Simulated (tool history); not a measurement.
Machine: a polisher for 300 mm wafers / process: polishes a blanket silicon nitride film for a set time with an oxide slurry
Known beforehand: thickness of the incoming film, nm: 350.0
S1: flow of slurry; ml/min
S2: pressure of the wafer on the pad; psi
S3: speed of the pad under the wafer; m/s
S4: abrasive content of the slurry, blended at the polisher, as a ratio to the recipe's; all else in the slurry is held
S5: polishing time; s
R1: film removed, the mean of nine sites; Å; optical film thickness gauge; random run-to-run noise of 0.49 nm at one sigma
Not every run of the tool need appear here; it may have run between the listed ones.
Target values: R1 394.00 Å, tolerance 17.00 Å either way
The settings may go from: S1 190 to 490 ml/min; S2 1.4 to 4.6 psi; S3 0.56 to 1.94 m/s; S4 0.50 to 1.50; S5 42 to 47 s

Run 1, hour 0.0: S1 315 ml/min, S2 3.0 psi, S3 1.24 m/s, S4 1.00, S5 47 s. Result: R1 244.61 Å.
Run 2, hour 2.6: S1 315 ml/min, S2 3.3 psi, S3 1.24 m/s, S4 1.00, S5 47 s. Result: R1 269.64 Å.
Run 3, hour 5.2: S1 315 ml/min, S2 3.8 psi, S3 1.24 m/s, S4 1.00, S5 47 s. Result: R1 300.58 Å.
Run 4, hour 8.9: S1 315 ml/min, S2 3.8 psi, S3 1.24 m/s, S4 1.00, S5 47 s. Result: R1 297.35 Å.
Run 5, hour 14.7: S1 315 ml/min, S2 4.0 psi, S3 1.28 m/s, S4 1.00, S5 47 s. Result: R1 322.26 Å.
Run 6, hour 19.1: S1 315 ml/min, S2 4.4 psi, S3 1.28 m/s, S4 1.00, S5 47 s. Result: R1 350.30 Å.
Run 7, hour 22.4: S1 315 ml/min, S2 4.4 psi, S3 1.30 m/s, S4 1.00, S5 47 s. Result: R1 361.08 Å.
Run 8, hour 24.5: S1 315 ml/min, S2 4.4 psi, S3 1.32 m/s, S4 1.00, S5 47 s. Result: R1 363.83 Å.
Run 9, hour 30.6: S1 315 ml/min, S2 4.4 psi, S3 1.34 m/s, S4 1.00, S5 47 s. Result: R1 362.15 Å.
Run 10, hour 39.2: S1 315 ml/min, S2 4.4 psi, S3 1.36 m/s, S4 1.00, S5 47 s. Result: R1 369.73 Å.

Below are 5 possible settings for the next run. Only one of them brings all results inside the allowed miss of their targets. Which is it?
Run A, hour 47.8: S1 380 ml/min, S2 4.4 psi, S3 1.32 m/s, S4 1.00, S5 43 s. Result: R1 ?.
Run B, hour 47.8: S1 310 ml/min, S2 4.0 psi, S3 1.36 m/s, S4 0.90, S5 47 s. Result: R1 ?.
Run C, hour 47.8: S1 365 ml/min, S2 4.6 psi, S3 1.52 m/s, S4 0.85, S5 47 s. Result: R1 ?.
Run D, hour 47.8: S1 440 ml/min, S2 4.0 psi, S3 1.34 m/s, S4 1.00, S5 47 s. Result: R1 ?.
Run E, hour 47.8: S1 300 ml/min, S2 4.4 psi, S3 1.36 m/s, S4 1.00, S5 44 s. Result: R1 ?.

move      R1
   A  339.71
   B  321.59
   C  389.67
   D  347.45
   E  349.44
A: misses by more than the last run did
B: misses by more than the last run did
C: all results in spec
D: misses by more than the last run did
E: misses by more than the last run did
The right move is C.
